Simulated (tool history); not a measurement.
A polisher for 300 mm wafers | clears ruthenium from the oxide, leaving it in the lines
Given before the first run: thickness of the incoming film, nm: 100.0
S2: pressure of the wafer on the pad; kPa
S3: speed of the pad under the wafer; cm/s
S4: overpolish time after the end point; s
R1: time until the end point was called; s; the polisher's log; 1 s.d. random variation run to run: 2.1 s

{"run": 1, "hour": 0.0, "flow of slurry (ml/min)": 220, "S2": 18.6, "S3": 128, "S4": 11, "R1": 63.109}
{"run": 2, "hour": 4.0, "flow of slurry (ml/min)": 220, "S2": 17.2, "S3": 124, "S4": 11, "R1": 70.223}
{"run": 3, "hour": 10.8, "flow of slurry (ml/min)": 220, "S2": 17.2, "S3": 144, "S4": 11, "R1": 62.371}
{"run": 4, "hour": 14.2, "flow of slurry (ml/min)": 260, "S2": 17.2, "S3": 144, "S4": 11, "R1": 60.126}
{"run": 5, "hour": 15.4, "flow of slurry (ml/min)": 315, "S2": 17.2, "S3": 144, "S4": 11, "R1": 58.67}
{"run": 6, "hour": 19.2, "flow of slurry (ml/min)": 315, "S2": 15.9, "S3": 138, "S4": 11, "R1": 65.949}
{"run": 7, "hour": 23.8, "flow of slurry (ml/min)": 315, "S2": 15.9, "S3": 138, "S4": 11, "R1": 65.669}
{"run": 8, "hour": 27.9, "flow of slurry (ml/min)": 315, "S2": 15.2, "S3": 132, "S4": 11, "R1": 72.218}
{"run": 9, "hour": 34.2, "flow of slurry (ml/min)": 315, "S2": 14.5, "S3": 128, "S4": 11, "R1": 77.53}
{"run": 10, "hour": 42.9, "flow of slurry (ml/min)": 315, "S2": 13.8, "S3": 124, "S4": 11, "R1": 81.36}
{"run": 11, "hour": 47.6, "flow of slurry (ml/min)": 315, "S2": 13.8, "S3": 124, "S4": 11, "R1": 83.011}

Run 12 is up next; what results do you expect?
{"run": 12, "hour": 56.0, "flow of slurry (ml/min)": 315, "S2": 13.1, "S3": 120, "S4": 11, "R1": "?"}

{"run 12": {"R1": 91.79}}
